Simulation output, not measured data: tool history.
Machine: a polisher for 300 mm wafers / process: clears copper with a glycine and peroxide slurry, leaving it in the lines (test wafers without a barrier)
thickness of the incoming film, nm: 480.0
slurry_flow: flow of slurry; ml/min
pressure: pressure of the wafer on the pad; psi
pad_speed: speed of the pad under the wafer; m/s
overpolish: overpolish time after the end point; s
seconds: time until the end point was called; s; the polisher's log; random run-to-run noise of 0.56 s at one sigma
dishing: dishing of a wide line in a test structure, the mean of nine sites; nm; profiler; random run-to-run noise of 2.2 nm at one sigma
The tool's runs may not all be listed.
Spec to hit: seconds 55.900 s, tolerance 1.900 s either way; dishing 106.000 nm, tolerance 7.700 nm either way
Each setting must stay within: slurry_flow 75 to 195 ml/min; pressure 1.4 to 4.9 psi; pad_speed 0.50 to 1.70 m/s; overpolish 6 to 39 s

{"run": 1, "day": 0.0, "slurry_flow": 125, "pressure": 3.1, "pad_speed": 1.1, "overpolish": 20, "seconds": 77.748, "dishing": 70.705}
{"run": 2, "day": 0.029, "slurry_flow": 110, "pressure": 3.1, "pad_speed": 1.1, "overpolish": 20, "seconds": 81.632, "dishing": 67.532}
{"run": 3, "day": 0.25, "slurry_flow": 110, "pressure": 2.5, "pad_speed": 1.1, "overpolish": 20, "seconds": 97.196, "dishing": 59.912}
{"run": 4, "day": 0.492, "slurry_flow": 110, "pressure": 2.5, "pad_speed": 0.82, "overpolish": 20, "seconds": 124.55, "dishing": 50.759}
{"run": 5, "day": 0.746, "slurry_flow": 130, "pressure": 2.5, "pad_speed": 0.82, "overpolish": 20, "seconds": 119.63, "dishing": 50.617}
{"run": 6, "day": 1.1, "slurry_flow": 130, "pressure": 3.1, "pad_speed": 0.82, "overpolish": 20, "seconds": 99.924, "dishing": 60.607}
{"run": 7, "day": 1.275, "slurry_flow": 140, "pressure": 3.5, "pad_speed": 0.82, "overpolish": 20, "seconds": 89.29, "dishing": 65.96}
{"run": 8, "day": 1.417, "slurry_flow": 145, "pressure": 3.8, "pad_speed": 0.84, "overpolish": 21, "seconds": 79.586, "dishing": 75.337}
{"run": 9, "day": 1.738, "slurry_flow": 150, "pressure": 4.0, "pad_speed": 0.84, "overpolish": 21, "seconds": 74.658, "dishing": 79.517}
{"run": 10, "day": 1.854, "slurry_flow": 155, "pressure": 4.2, "pad_speed": 0.84, "overpolish": 21, "seconds": 72.422, "dishing": 81.338}
{"run": 11, "day": 1.896, "slurry_flow": 155, "pressure": 4.4, "pad_speed": 0.86, "overpolish": 21, "seconds": 68.715, "dishing": 82.934}
{"run": 12, "day": 2.042, "slurry_flow": 160, "pressure": 4.5, "pad_speed": 0.88, "overpolish": 22, "seconds": 65.419, "dishing": 91.075}
{"run": 13, "day": 2.242, "slurry_flow": 160, "pressure": 4.5, "pad_speed": 0.88, "overpolish": 22, "seconds": 65.68, "dishing": 90.946}
{"run": 14, "day": 2.346, "slurry_flow": 160, "pressure": 4.6, "pad_speed": 0.9, "overpolish": 22, "seconds": 62.704, "dishing": 92.932}
{"run": 15, "day": 2.608, "slurry_flow": 160, "pressure": 4.7, "pad_speed": 0.9, "overpolish": 22, "seconds": 61.175, "dishing": 92.964}
{"run": 16, "day": 2.721, "slurry_flow": 165, "pressure": 4.7, "pad_speed": 0.9, "overpolish": 22, "seconds": 62.195, "dishing": 93.081}
{"run": 17, "day": 2.95, "slurry_flow": 165, "pressure": 4.7, "pad_speed": 0.92, "overpolish": 22, "seconds": 59.955, "dishing": 92.116}
{"run": 18, "day": 3.238, "slurry_flow": 165, "pressure": 4.7, "pad_speed": 0.92, "overpolish": 23, "seconds": 60.514, "dishing": 98.246}
{"run": 19, "day": 3.333, "slurry_flow": 165, "pressure": 4.8, "pad_speed": 0.94, "overpolish": 23, "seconds": 58.226, "dishing": 96.784}

Consider the 5 candidate settings below. Which is the only one whose results all fall within their allowed miss of target?
{"run": "A", "day": 3.429, "slurry_flow": 145, "pressure": 4.7, "pad_speed": 1.02, "overpolish": 18, "seconds": "?", "dishing": "?"}
{"run": "B", "day": 3.429, "slurry_flow": 150, "pressure": 4.9, "pad_speed": 0.98, "overpolish": 25, "seconds": "?", "dishing": "?"}
{"run": "C", "day": 3.429, "slurry_flow": 170, "pressure": 4.9, "pad_speed": 0.94, "overpolish": 35, "seconds": "?", "dishing": "?"}
{"run": "D", "day": 3.429, "slurry_flow": 170, "pressure": 4.9, "pad_speed": 1.04, "overpolish": 23, "seconds": "?", "dishing": "?"}
{"run": "E", "day": 3.429, "slurry_flow": 155, "pressure": 4.6, "pad_speed": 0.94, "overpolish": 22, "seconds": "?", "dishing": "?"}

move=A seconds=56.935 dishing=88.608
move=B seconds=56.491 dishing=111.560
move=C seconds=57.375 dishing=134.400
move=D seconds=52.433 dishing=110.710
move=E seconds=61.618 dishing=96.668
A: the furthest-off result lands on target, but another misses its tolerance
B: meets every target
C: the furthest-off result lands on target, but another misses its tolerance
D: moves the result that the last run missed by most past its target, out the other side
E: misses by more than the last run did
So the answer is move B, the one that meets all the targets.
